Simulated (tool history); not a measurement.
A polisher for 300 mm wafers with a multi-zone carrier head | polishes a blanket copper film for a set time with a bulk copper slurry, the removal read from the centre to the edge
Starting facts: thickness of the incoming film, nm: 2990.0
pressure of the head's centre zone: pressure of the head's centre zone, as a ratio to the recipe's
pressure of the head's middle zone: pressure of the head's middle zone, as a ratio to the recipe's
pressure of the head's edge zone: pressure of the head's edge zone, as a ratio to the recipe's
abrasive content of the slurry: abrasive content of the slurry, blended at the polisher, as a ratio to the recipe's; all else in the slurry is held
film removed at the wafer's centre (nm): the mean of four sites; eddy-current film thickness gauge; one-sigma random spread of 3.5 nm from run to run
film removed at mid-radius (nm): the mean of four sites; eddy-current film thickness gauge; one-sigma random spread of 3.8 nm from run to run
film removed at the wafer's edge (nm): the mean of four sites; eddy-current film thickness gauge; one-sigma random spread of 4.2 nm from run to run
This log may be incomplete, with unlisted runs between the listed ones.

run    day  flow of slurry (ml/min)  pressure of the head's centre zone  pressure of the head's middle zone  pressure of the head's edge zone  abrasive content of the slurry  polishing time (s)  film removed at the wafer's centre (nm)  film removed at mid-radius (nm)  film removed at the wafer's edge (nm)
  1  0.000                      215                                1.00                                1.00                              1.00                            1.00                  43                                   573.07                           586.39                                 555.03
  2  0.067                      240                                1.00                                1.00                              1.00                            1.00                  43                                   584.92                           589.03                                 567.52
  3  0.167                      240                                1.00                                1.00                              1.00                            1.00                  53                                   728.33                           723.11                                 705.18
  4  0.312                      240                                1.00                                1.00                              0.96                            1.00                  53                                   719.67                           732.81                                 682.62
  5  0.550                      235                                0.98                                0.98                              0.95                            0.90                  51                                   657.02                           676.92                                 653.97
  6  0.812                      235                                0.98                                1.02                              0.95                            0.90                  51                                   660.83                           688.17                                 647.88
  7  1.112                      230                                0.98                                1.01                              0.94                            0.85                  48                                   613.41                           644.85                                 600.07
  8  1.292                      225                                0.97                                0.99                              0.93                            0.80                  46                                   592.36                           589.79                                 564.15

Run 9, settings as shown, results not yet in. Your forecast:
  9  1.362                      220                                0.95                                0.99                              0.92                            0.75                  44                                        ?                                ?                                      ?

{"run 9": {"film removed at the wafer's centre (nm)": 536.07, "film removed at mid-radius (nm)": 556.25, "film removed at the wafer's edge (nm)": 516.43}}
